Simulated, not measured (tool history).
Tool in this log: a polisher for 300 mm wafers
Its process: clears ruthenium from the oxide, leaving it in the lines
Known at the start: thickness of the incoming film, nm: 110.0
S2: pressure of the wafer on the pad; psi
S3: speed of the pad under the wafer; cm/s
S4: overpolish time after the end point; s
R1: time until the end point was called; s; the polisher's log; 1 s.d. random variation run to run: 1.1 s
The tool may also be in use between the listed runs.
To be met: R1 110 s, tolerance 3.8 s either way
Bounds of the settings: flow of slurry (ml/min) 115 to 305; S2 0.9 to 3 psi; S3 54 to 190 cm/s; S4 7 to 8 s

run 1 hour=0 | flow_of_slurry_(ml/min)=195 S2=1.9 S3=122 S4=8 | R1=69.594
run 2 hour=1 | flow_of_slurry_(ml/min)=195 S2=1.8 S3=122 S4=8 | R1=71.788
run 3 hour=1.6 | flow_of_slurry_(ml/min)=195 S2=1.8 S3=140 S4=8 | R1=62.698
run 4 hour=8.4 | flow_of_slurry_(ml/min)=195 S2=1.8 S3=140 S4=8 | R1=63.338
run 5 hour=9.1 | flow_of_slurry_(ml/min)=195 S2=1.7 S3=138 S4=8 | R1=66.278
run 6 hour=15.8 | flow_of_slurry_(ml/min)=155 S2=1.7 S3=138 S4=8 | R1=68.975
run 7 hour=19.8 | flow_of_slurry_(ml/min)=155 S2=1.6 S3=136 S4=8 | R1=72.937
run 8 hour=24.2 | flow_of_slurry_(ml/min)=155 S2=1.5 S3=134 S4=8 | R1=77.729
run 9 hour=28 | flow_of_slurry_(ml/min)=155 S2=1.4 S3=132 S4=8 | R1=83.658
run 10 hour=36.7 | flow_of_slurry_(ml/min)=155 S2=1.3 S3=132 S4=8 | R1=87.441
run 11 hour=42 | flow_of_slurry_(ml/min)=155 S2=1.3 S3=132 S4=8 | R1=86.53
run 12 hour=50.6 | flow_of_slurry_(ml/min)=150 S2=1.1 S3=128 S4=8 | R1=100.61

Exercise: of the 4 proposed moves below, exactly one satisfies all targets within the stated allowed misses. Which move is it?
run A hour=59.2 | flow_of_slurry_(ml/min)=120 S2=1.3 S3=136 S4=7 | R1=?
run B hour=59.2 | flow_of_slurry_(ml/min)=150 S2=1 S3=124 S4=7 | R1=?
run C hour=59.2 | flow_of_slurry_(ml/min)=145 S2=0.9 S3=122 S4=8 | R1=?
run D hour=59.2 | flow_of_slurry_(ml/min)=185 S2=0.9 S3=120 S4=7 | R1=?

move=A R1=89.045
move=B R1=109.68
move=C R1=119.63
move=D R1=116.24
A: its largest miss is bigger than the last run's
B: all results land within tolerance of their targets
C: takes the biggest miss from the last run beyond its target
D: takes the biggest miss from the last run beyond its target
The move that meets every target is B.

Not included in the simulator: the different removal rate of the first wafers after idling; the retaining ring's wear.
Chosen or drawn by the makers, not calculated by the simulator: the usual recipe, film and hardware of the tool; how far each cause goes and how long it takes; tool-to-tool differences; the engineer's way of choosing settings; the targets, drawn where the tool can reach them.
